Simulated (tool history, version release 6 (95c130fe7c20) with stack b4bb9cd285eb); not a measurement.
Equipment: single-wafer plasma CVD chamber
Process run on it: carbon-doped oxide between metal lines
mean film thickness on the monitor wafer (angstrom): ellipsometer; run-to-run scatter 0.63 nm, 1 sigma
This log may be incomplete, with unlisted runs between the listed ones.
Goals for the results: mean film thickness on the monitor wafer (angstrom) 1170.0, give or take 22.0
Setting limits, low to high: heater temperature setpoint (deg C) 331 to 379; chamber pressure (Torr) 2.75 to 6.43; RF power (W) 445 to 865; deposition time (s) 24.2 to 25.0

run	hour	heater temperature setpoint (deg C)	chamber pressure (Torr)	RF power (W)	deposition time (s)	mean film thickness on the monitor wafer (angstrom)
1	0.0	355	4.59	655	24.2	1431.1
2	5.1	363	4.59	655	24.2	1378.6
3	12.4	363	4.59	655	25.0	1443.0
4	18.0	363	4.59	605	25.0	1338.0
5	23.8	365	4.39	595	25.0	1309.5
6	28.7	367	4.20	585	25.0	1283.8
7	33.8	372	3.38	510	24.9	1104.6
8	37.6	370	3.47	510	24.9	1112.5
9	42.0	368	3.56	510	24.9	1131.9
10	46.0	367	3.60	510	24.9	1121.8
11	51.1	366	3.73	510	24.9	1118.9
12	56.5	366	3.78	515	24.9	1147.5

Which of these 4 next moves meets every target?
A	61.9	369	3.30	525	24.2	?
B	61.9	365	3.06	540	24.2	?
C	61.9	362	3.49	525	25.0	?
D	61.9	357	3.57	495	25.0	?

move	mean film thickness on the monitor wafer (angstrom)
A	1104.1
B	1135.0
C	1167.6
D	1126.7
A: moves away from the targets compared with the last run
B: moves away from the targets compared with the last run
C: in spec on every target
D: moves away from the targets compared with the last run
Move C is the one to make.
